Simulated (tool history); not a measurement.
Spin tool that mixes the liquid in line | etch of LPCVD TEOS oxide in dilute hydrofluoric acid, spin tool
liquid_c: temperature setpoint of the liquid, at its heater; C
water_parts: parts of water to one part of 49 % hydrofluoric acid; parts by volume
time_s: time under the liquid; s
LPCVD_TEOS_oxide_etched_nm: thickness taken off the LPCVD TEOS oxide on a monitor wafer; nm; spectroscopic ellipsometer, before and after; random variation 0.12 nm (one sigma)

| run | hour | liquid_c | water_parts | time_s | LPCVD_TEOS_oxide_etched_nm |
|---|---|---|---|---|---|
| 1 | 0 | 21 | 65 | 15 | 7.5333 |
| 2 | 8.8 | 18 | 65 | 15 | 6.6721 |
| 3 | 11 | 20.5 | 60 | 15 | 8.1798 |
| 4 | 12.9 | 22 | 60 | 15 | 8.632 |
| 5 | 19.1 | 23.5 | 60 | 15 | 9.2344 |
| 6 | 22.9 | 25 | 60 | 15 | 9.7666 |

Forecast run 7:
| 7 | 23.7 | 26 | 60 | 15 | ? |

LPCVD_TEOS_oxide_etched_nm: 10.135 nm

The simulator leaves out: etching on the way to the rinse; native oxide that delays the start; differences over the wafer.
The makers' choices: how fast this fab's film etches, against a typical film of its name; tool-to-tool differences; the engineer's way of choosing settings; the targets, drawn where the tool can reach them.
